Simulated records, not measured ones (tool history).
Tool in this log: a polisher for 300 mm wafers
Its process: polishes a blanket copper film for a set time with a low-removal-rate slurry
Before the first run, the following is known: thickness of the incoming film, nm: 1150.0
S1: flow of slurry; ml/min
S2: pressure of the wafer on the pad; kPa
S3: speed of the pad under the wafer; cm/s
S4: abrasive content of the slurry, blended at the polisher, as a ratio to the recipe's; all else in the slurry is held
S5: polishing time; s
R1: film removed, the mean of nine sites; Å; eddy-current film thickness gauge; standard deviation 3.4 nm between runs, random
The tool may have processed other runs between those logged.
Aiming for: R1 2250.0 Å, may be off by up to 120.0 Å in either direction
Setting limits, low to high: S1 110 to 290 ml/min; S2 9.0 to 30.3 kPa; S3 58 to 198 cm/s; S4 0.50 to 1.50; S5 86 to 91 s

| run | hour | S1 | S2 | S3 | S4 | S5 | R1 |
|---|---|---|---|---|---|---|---|
| 1 | 0.0 | 185 | 19.3 | 128 | 1.00 | 86 | 2798.0 |
| 2 | 6.4 | 185 | 19.3 | 128 | 1.00 | 86 | 2903.9 |
| 3 | 11.9 | 185 | 19.3 | 158 | 1.00 | 86 | 3327.0 |
| 4 | 18.2 | 185 | 17.9 | 156 | 1.00 | 86 | 3087.5 |
| 5 | 19.4 | 185 | 17.9 | 156 | 1.00 | 86 | 3095.0 |
| 6 | 27.4 | 165 | 17.9 | 156 | 1.00 | 86 | 3064.8 |
| 7 | 29.2 | 165 | 16.5 | 154 | 1.00 | 86 | 2839.9 |
| 8 | 37.5 | 165 | 15.2 | 152 | 1.00 | 86 | 2597.1 |

Which single option among these 5 for the next run brings every result within its allowed miss of target? Just one does.
| A | 45.8 | 115 | 19.3 | 148 | 1.20 | 91 | ? |
| B | 45.8 | 175 | 15.9 | 138 | 1.10 | 86 | ? |
| C | 45.8 | 165 | 15.2 | 154 | 1.00 | 86 | ? |
| D | 45.8 | 160 | 14.5 | 132 | 1.05 | 86 | ? |
| E | 45.8 | 160 | 11.0 | 150 | 0.85 | 86 | ? |

| move | R1 |
|---|---|
| A | 3158.4 |
| B | 2600.2 |
| C | 2635.0 |
| D | 2294.4 |
| E | 1967.5 |
A: its largest miss is bigger than the last run's
B: as far off as the last run
C: its largest miss is bigger than the last run's
D: each result inside its tolerance
E: the result that was furthest off in the last run now lies on the other side of its target
The move that meets every target is D.
